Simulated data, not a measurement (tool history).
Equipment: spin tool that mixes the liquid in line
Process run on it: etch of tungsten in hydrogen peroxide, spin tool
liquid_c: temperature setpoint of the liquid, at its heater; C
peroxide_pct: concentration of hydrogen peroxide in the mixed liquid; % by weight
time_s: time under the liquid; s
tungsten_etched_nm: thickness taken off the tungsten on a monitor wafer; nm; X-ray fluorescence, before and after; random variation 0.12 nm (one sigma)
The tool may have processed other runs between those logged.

run 1 hour=0 | liquid_c=45 peroxide_pct=19 time_s=65 | tungsten_etched_nm=34.744
run 2 hour=3.4 | liquid_c=42.5 peroxide_pct=19 time_s=65 | tungsten_etched_nm=29.873
run 3 hour=5.5 | liquid_c=45.5 peroxide_pct=19 time_s=65 | tungsten_etched_nm=35.95
run 4 hour=10.5 | liquid_c=42 peroxide_pct=19 time_s=65 | tungsten_etched_nm=28.977
run 5 hour=11.6 | liquid_c=44.5 peroxide_pct=19 time_s=65 | tungsten_etched_nm=34.13
run 6 hour=13 | liquid_c=44.5 peroxide_pct=17.5 time_s=65 | tungsten_etched_nm=32.792
-- hour=16.3 peroxide flow meter replaced
run 7 hour=16.3 | liquid_c=41.5 peroxide_pct=17.5 time_s=65 | tungsten_etched_nm=27.932

Run 8 is up next; what results do you expect?
run 8 hour=21.2 | liquid_c=39 peroxide_pct=16.5 time_s=65 | tungsten_etched_nm=?

{"run 8": {"tungsten_etched_nm": 23.22}}
